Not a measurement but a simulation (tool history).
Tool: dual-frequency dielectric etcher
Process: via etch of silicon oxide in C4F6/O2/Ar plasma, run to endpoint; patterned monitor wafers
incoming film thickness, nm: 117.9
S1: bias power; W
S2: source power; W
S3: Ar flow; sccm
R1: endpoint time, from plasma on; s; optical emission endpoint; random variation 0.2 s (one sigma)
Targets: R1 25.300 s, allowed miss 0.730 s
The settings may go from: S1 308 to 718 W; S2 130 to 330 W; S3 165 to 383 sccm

| run | hour | S1 | S2 | S3 | R1 |
|---|---|---|---|---|---|
| 1 | 0.0 | 513 | 230 | 274 | 31.710 |
| 2 | 3.5 | 571 | 250 | 268 | 28.457 |
| 3 | 7.1 | 571 | 210 | 268 | 30.797 |
| 4 | 9.8 | 616 | 220 | 264 | 29.393 |
| 5 | 17.9 | 689 | 220 | 264 | 27.723 |
| 6 | 19.0 | 641 | 220 | 264 | 28.309 |
| 7 | 21.6 | 664 | 230 | 261 | 27.474 |
| 8 | 26.2 | 680 | 240 | 259 | 26.775 |
| 9 | 28.9 | 692 | 250 | 257 | 26.560 |

5 next moves are on the table. One of them brings every result within its allowed miss. Which?
| A | 31.6 | 718 | 280 | 213 | ? |
| B | 31.6 | 718 | 300 | 240 | ? |
| C | 31.6 | 718 | 250 | 212 | ? |
| D | 31.6 | 718 | 300 | 213 | ? |
| E | 31.6 | 567 | 250 | 283 | ? |

| move | R1 |
|---|---|
| A | 24.362 |
| B | 23.958 |
| C | 25.481 |
| D | 23.704 |
| E | 29.257 |
A: takes the result that was furthest off past its target
B: takes the result that was furthest off past its target
C: meets every target
D: takes the result that was furthest off past its target
E: further off than the last run
Move C is the one to make.
